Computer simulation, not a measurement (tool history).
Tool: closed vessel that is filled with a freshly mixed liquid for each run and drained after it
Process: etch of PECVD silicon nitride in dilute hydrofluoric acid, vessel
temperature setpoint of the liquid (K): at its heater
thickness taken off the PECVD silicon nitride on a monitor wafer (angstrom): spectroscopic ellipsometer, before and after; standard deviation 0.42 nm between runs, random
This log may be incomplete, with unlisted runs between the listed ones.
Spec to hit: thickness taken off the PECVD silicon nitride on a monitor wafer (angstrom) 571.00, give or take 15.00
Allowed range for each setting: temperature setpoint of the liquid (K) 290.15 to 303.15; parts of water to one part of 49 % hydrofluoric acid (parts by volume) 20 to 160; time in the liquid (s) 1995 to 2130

| run | hour | temperature setpoint of the liquid (K) | parts of water to one part of 49 % hydrofluoric acid (parts by volume) | time in the liquid (s) | thickness taken off the PECVD silicon nitride on a monitor wafer (angstrom) |
|---|---|---|---|---|---|
| 1 | 0.0 | 295.15 | 90 | 1995 | 985.61 |
| 2 | 5.8 | 298.65 | 90 | 1995 | 1230.60 |
| 3 | 13.1 | 298.65 | 60 | 1995 | 1836.80 |
| 4 | 18.5 | 298.65 | 60 | 2130 | 1959.00 |
| 5 | 24.9 | 298.65 | 60 | 2130 | 1956.30 |
| 6 | 27.6 | 298.65 | 60 | 1995 | 1848.30 |
| 7 | 31.0 | 296.15 | 75 | 1995 | 1245.50 |
| 8 | 39.1 | 294.15 | 85 | 1995 | 970.02 |
| 9 | 44.9 | 292.65 | 90 | 1995 | 831.61 |
| 10 | 51.5 | 291.65 | 95 | 1995 | 726.06 |
| 11 | 59.2 | 291.15 | 100 | 1995 | 661.06 |
| 12 | 66.3 | 290.65 | 100 | 1995 | 648.15 |
| 13 | 71.6 | 290.65 | 105 | 1995 | 615.43 |

Which one of the following 4 next-run settings gets every result inside its allowed miss? There is exactly one.
| A | 76.9 | 294.65 | 160 | 2095 | ? |
| B | 76.9 | 290.15 | 100 | 2050 | ? |
| C | 76.9 | 290.15 | 100 | 2100 | ? |
| D | 76.9 | 290.15 | 110 | 2130 | ? |

| move | thickness taken off the PECVD silicon nitride on a monitor wafer (angstrom) |
|---|---|
| A | 566.79 |
| B | 645.89 |
| C | 661.64 |
| D | 611.96 |
A: all results land within tolerance of their targets
B: the biggest miss grows against the last run
C: the biggest miss grows against the last run
D: better than the last run, though not everything is in spec
Move A is the one to make.
